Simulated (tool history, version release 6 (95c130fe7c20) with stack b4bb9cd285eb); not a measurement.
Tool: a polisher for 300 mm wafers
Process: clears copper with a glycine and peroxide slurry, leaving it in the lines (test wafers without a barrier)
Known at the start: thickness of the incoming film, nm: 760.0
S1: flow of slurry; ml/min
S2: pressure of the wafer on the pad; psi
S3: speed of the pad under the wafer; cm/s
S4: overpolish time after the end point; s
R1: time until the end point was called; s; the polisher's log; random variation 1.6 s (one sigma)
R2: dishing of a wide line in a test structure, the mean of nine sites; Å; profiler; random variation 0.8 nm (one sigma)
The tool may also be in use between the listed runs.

{"run": 1, "hour": 0.0, "S1": 155, "S2": 3.3, "S3": 92, "S4": 12, "R1": 134.44, "R2": 404.37}
{"run": 2, "hour": 5.2, "S1": 155, "S2": 2.9, "S3": 92, "S4": 12, "R1": 153.28, "R2": 374.72}
{"run": 3, "hour": 12.8, "S1": 175, "S2": 2.9, "S3": 92, "S4": 12, "R1": 150.88, "R2": 386.07}
{"run": 4, "hour": 15.0, "S1": 175, "S2": 3.2, "S3": 92, "S4": 12, "R1": 136.23, "R2": 397.38}
{"run": 5, "hour": 16.1, "S1": 175, "S2": 3.4, "S3": 92, "S4": 12, "R1": 130.29, "R2": 406.61}
{"run": 6, "hour": 22.8, "S1": 175, "S2": 4.1, "S3": 92, "S4": 12, "R1": 112.34, "R2": 455.58}
{"run": 7, "hour": 29.8, "S1": 175, "S2": 4.3, "S3": 92, "S4": 12, "R1": 103.9, "R2": 473.04}
{"run": 8, "hour": 36.4, "S1": 175, "S2": 4.4, "S3": 92, "S4": 12, "R1": 109.05, "R2": 467.26}
{"run": 9, "hour": 37.9, "S1": 175, "S2": 4.5, "S3": 92, "S4": 12, "R1": 103.54, "R2": 482.85}

Forecast run 10:
{"run": 10, "hour": 42.0, "S1": 175, "S2": 4.6, "S3": 92, "S4": 12, "R1": "?", "R2": "?"}

{"run 10": {"R1": 99.704, "R2": 483.23}}

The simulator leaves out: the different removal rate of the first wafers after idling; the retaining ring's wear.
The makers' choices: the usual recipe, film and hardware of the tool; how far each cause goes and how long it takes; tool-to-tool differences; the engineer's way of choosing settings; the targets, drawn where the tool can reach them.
